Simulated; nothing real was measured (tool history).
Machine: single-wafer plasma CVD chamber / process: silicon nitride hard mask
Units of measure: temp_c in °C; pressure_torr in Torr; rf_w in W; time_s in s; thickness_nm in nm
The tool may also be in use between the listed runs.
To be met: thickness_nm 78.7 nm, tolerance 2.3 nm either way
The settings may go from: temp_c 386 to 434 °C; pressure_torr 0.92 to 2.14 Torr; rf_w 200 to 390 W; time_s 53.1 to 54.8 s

{"run": 1, "day": 0.0, "temp_c": 410, "pressure_torr": 1.53, "rf_w": 295, "time_s": 53.1, "thickness_nm": 65.515}
{"run": 2, "day": 0.092, "temp_c": 410, "pressure_torr": 1.71, "rf_w": 295, "time_s": 53.1, "thickness_nm": 68.732}
{"run": 3, "day": 0.388, "temp_c": 410, "pressure_torr": 1.86, "rf_w": 295, "time_s": 53.1, "thickness_nm": 70.427}
{"run": 4, "day": 0.417, "temp_c": 410, "pressure_torr": 1.88, "rf_w": 300, "time_s": 53.2, "thickness_nm": 71.441}
{"run": 5, "day": 0.662, "temp_c": 410, "pressure_torr": 1.9, "rf_w": 305, "time_s": 53.3, "thickness_nm": 72.754}
{"run": 6, "day": 0.938, "temp_c": 406, "pressure_torr": 1.9, "rf_w": 305, "time_s": 53.3, "thickness_nm": 72.357}
{"run": 7, "day": 1.108, "temp_c": 406, "pressure_torr": 1.92, "rf_w": 310, "time_s": 53.4, "thickness_nm": 73.382}
{"run": 8, "day": 1.192, "temp_c": 406, "pressure_torr": 1.94, "rf_w": 310, "time_s": 53.4, "thickness_nm": 73.316}
{"run": 9, "day": 1.567, "temp_c": 406, "pressure_torr": 1.96, "rf_w": 315, "time_s": 53.4, "thickness_nm": 74.751}
{"run": 10, "day": 1.742, "temp_c": 406, "pressure_torr": 1.97, "rf_w": 315, "time_s": 53.4, "thickness_nm": 75.001}
{"run": 11, "day": 1.775, "temp_c": 406, "pressure_torr": 1.98, "rf_w": 315, "time_s": 53.4, "thickness_nm": 74.449}
{"run": 12, "day": 1.838, "temp_c": 406, "pressure_torr": 1.99, "rf_w": 315, "time_s": 53.5, "thickness_nm": 74.669}
{"run": 13, "day": 2.071, "temp_c": 406, "pressure_torr": 2, "rf_w": 315, "time_s": 53.6, "thickness_nm": 74.833}
{"run": 14, "day": 2.154, "temp_c": 406, "pressure_torr": 2.01, "rf_w": 315, "time_s": 53.7, "thickness_nm": 74.837}

Exactly one of the 4 candidate moves below puts every result within its allowed miss. Which one?
{"run": "A", "day": 2.238, "temp_c": 408, "pressure_torr": 2.06, "rf_w": 325, "time_s": 54.8, "thickness_nm": "?"}
{"run": "B", "day": 2.238, "temp_c": 410, "pressure_torr": 1.9, "rf_w": 320, "time_s": 53.1, "thickness_nm": "?"}
{"run": "C", "day": 2.238, "temp_c": 402, "pressure_torr": 1.98, "rf_w": 310, "time_s": 53.1, "thickness_nm": "?"}
{"run": "D", "day": 2.238, "temp_c": 394, "pressure_torr": 1.89, "rf_w": 315, "time_s": 54.2, "thickness_nm": "?"}

move=A thickness_nm=77.682
move=B thickness_nm=72.934
move=C thickness_nm=72.869
move=D thickness_nm=74.297
A: meets every target
B: further off than the last run
C: further off than the last run
D: further off than the last run
The right move is A.
